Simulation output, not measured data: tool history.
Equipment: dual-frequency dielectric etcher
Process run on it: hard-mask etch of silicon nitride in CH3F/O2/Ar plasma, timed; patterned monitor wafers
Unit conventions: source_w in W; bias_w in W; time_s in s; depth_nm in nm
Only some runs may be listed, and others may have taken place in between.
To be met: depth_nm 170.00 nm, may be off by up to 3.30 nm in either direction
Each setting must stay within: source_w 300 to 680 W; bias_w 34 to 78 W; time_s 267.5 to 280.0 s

Run 1, hour 0.0: source_w 490 W, bias_w 56 W, time_s 267.5 s. Result: depth_nm 197.74 nm.
Run 2, hour 6.0: source_w 490 W, bias_w 56 W, time_s 267.5 s. Result: depth_nm 199.62 nm.
Run 3, hour 13.6: source_w 490 W, bias_w 56 W, time_s 267.5 s. Result: depth_nm 198.96 nm.
Run 4, hour 19.4: source_w 490 W, bias_w 56 W, time_s 280.0 s. Result: depth_nm 207.97 nm.
Run 5, hour 25.5: source_w 450 W, bias_w 53 W, time_s 279.0 s. Result: depth_nm 194.08 nm.
At hour 28.5: bias power generator calibrated.
Run 6, hour 28.5: source_w 420 W, bias_w 53 W, time_s 279.0 s. Result: depth_nm 185.29 nm.
Run 7, hour 30.0: source_w 400 W, bias_w 53 W, time_s 279.0 s. Result: depth_nm 178.41 nm.
Run 8, hour 34.4: source_w 390 W, bias_w 53 W, time_s 279.0 s. Result: depth_nm 177.55 nm.

Which single option among these 4 for the next run brings every result within its allowed miss of target? Just one does.
Run A, hour 38.8: source_w 400 W, bias_w 48 W, time_s 276.5 s. Result: depth_nm ?.
Run B, hour 38.8: source_w 450 W, bias_w 45 W, time_s 280.0 s. Result: depth_nm ?.
Run C, hour 38.8: source_w 420 W, bias_w 55 W, time_s 280.0 s. Result: depth_nm ?.
Run D, hour 38.8: source_w 410 W, bias_w 55 W, time_s 280.0 s. Result: depth_nm ?.

move  depth_nm
   A    173.09
   B    184.41
   C    189.34
   D    186.57
A: in spec on every target
B: the biggest miss grows against the last run
C: the biggest miss grows against the last run
D: the biggest miss grows against the last run
Go with A: it meets all targets.
